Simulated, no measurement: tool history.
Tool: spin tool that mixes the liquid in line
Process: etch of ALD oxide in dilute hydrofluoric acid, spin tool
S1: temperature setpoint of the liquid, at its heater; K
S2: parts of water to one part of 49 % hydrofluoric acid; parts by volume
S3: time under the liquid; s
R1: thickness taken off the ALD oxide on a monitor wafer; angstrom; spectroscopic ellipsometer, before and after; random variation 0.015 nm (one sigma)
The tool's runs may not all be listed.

Run 1, hour 0: S1 297.15 K, S2 170 parts by volume, S3 80 s. Result: R1 42.961 angstrom.
Run 2, hour 1: S1 297.15 K, S2 110 parts by volume, S3 80 s. Result: R1 71.693 angstrom.
Run 3, hour 5.5: S1 297.15 K, S2 60 parts by volume, S3 80 s. Result: R1 140.03 angstrom.
Run 4, hour 10.8: S1 297.15 K, S2 60 parts by volume, S3 55 s. Result: R1 97.451 angstrom.
Run 5, hour 16.1: S1 297.15 K, S2 60 parts by volume, S3 80 s. Result: R1 140.29 angstrom.
Run 6, hour 22.1: S1 296.15 K, S2 80 parts by volume, S3 80 s. Result: R1 97.69 angstrom.
Run 7, hour 28.2: S1 295.15 K, S2 95 parts by volume, S3 80 s. Result: R1 77.945 angstrom.
Run 8, hour 29: S1 294.15 K, S2 110 parts by volume, S3 80 s. Result: R1 64.203 angstrom.
Run 9, hour 30.5: S1 293.65 K, S2 120 parts by volume, S3 80 s. Result: R1 56.093 angstrom.

The next listed run, before its measurement:
Run 10, hour 37.2: S1 293.65 K, S2 120 parts by volume, S3 80 s. Result: R1 ?.

Run 10 gave R1 56.673 angstrom.

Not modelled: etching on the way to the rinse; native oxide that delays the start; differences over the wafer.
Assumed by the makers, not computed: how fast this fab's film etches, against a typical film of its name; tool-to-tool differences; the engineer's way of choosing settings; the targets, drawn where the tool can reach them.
